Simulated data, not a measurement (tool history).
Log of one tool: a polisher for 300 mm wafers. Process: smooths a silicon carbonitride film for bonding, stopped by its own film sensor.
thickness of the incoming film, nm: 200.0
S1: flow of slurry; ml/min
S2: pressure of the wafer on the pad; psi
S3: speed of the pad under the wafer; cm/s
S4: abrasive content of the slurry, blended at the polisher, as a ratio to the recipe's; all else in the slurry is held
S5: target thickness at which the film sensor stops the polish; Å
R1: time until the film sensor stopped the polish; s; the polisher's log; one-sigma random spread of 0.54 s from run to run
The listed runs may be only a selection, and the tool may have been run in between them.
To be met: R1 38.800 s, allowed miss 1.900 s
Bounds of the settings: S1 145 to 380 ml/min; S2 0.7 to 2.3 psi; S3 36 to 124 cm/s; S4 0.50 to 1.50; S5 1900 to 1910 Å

run,day,S1,S2,S3,S4,S5,R1
1,0.000,245,1.5,80,1.00,1900,62.432
2,0.317,245,1.5,80,1.20,1900,57.239
3,0.654,245,1.6,80,1.20,1900,54.286
4,0.929,245,1.8,80,1.20,1900,48.347
# day 1.133: worn pad replaced by a new one
5,1.133,245,1.9,80,1.20,1900,42.060
6,1.488,265,1.9,80,1.20,1900,40.687
7,1.717,270,1.9,80,1.20,1900,41.305
8,1.775,275,1.9,80,1.20,1900,41.772
9,1.925,280,1.9,80,1.20,1900,40.341
10,1.958,280,1.9,80,1.20,1900,42.341

Next run, 5 choices. One meets every target within its allowed miss, the rest don't. Which?
A,1.992,290,1.8,80,1.20,1910,?
B,1.992,335,1.9,86,1.20,1910,?
C,1.992,310,1.9,82,1.30,1910,?
D,1.992,235,1.7,84,0.95,1900,?
E,1.992,285,1.8,86,0.90,1900,?

move,R1
A,37.688
B,34.055
C,34.283
D,47.458
E,44.120
A: hits every target within its allowed miss
B: takes the biggest miss from the last run beyond its target
C: takes the biggest miss from the last run beyond its target
D: misses by more than the last run did
E: misses by more than the last run did
The move that meets every target is A.

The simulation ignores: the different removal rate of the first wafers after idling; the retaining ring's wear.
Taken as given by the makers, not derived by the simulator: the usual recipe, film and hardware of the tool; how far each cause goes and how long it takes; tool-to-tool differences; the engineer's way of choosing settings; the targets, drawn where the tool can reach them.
